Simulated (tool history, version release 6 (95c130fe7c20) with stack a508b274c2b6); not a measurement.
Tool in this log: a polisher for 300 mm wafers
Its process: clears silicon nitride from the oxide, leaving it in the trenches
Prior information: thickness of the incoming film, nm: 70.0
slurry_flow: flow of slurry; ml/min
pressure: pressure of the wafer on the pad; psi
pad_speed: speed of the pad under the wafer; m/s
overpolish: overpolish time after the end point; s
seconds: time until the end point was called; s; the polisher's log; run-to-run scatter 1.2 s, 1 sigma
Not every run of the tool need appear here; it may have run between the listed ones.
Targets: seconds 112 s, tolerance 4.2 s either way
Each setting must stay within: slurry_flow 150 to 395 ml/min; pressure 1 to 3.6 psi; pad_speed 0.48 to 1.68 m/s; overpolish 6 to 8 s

{"run": 1, "hour": 0.0, "slurry_flow": 250, "pressure": 2.3, "pad_speed": 1.08, "overpolish": 8, "seconds": 72.043}
{"run": 2, "hour": 8.9, "slurry_flow": 250, "pressure": 2.3, "pad_speed": 0.92, "overpolish": 8, "seconds": 80.716}
{"run": 3, "hour": 15.5, "slurry_flow": 250, "pressure": 2.1, "pad_speed": 0.92, "overpolish": 8, "seconds": 87.096}
{"run": 4, "hour": 23.3, "slurry_flow": 250, "pressure": 1.8, "pad_speed": 0.92, "overpolish": 8, "seconds": 93.84}
{"run": 5, "hour": 24.9, "slurry_flow": 250, "pressure": 1.7, "pad_speed": 0.92, "overpolish": 8, "seconds": 99.108}
{"run": 6, "hour": 32.9, "slurry_flow": 250, "pressure": 1.1, "pad_speed": 0.92, "overpolish": 8, "seconds": 130.67}
{"run": 7, "hour": 34.1, "slurry_flow": 250, "pressure": 1.1, "pad_speed": 0.92, "overpolish": 8, "seconds": 133.15}
{"run": 8, "hour": 43.0, "slurry_flow": 250, "pressure": 1.2, "pad_speed": 0.92, "overpolish": 8, "seconds": 122.57}
{"run": 9, "hour": 49.3, "slurry_flow": 250, "pressure": 1.3, "pad_speed": 0.92, "overpolish": 8, "seconds": 116.82}

Consider the 4 candidate settings below. Which is the only one whose results all fall within their allowed miss of target?
{"run": "A", "hour": 55.6, "slurry_flow": 270, "pressure": 1.1, "pad_speed": 1.04, "overpolish": 6, "seconds": "?"}
{"run": "B", "hour": 55.6, "slurry_flow": 225, "pressure": 1.5, "pad_speed": 0.92, "overpolish": 6, "seconds": "?"}
{"run": "C", "hour": 55.6, "slurry_flow": 350, "pressure": 1, "pad_speed": 1.06, "overpolish": 8, "seconds": "?"}
{"run": "D", "hour": 55.6, "slurry_flow": 190, "pressure": 1.3, "pad_speed": 0.94, "overpolish": 8, "seconds": "?"}

move=A seconds=118.93
move=B seconds=108.87
move=C seconds=120.29
move=D seconds=120.77
A: lands further from the targets than the last run did
B: every result lands within tolerance
C: lands further from the targets than the last run did
D: lands further from the targets than the last run did
The move that meets every target is B.
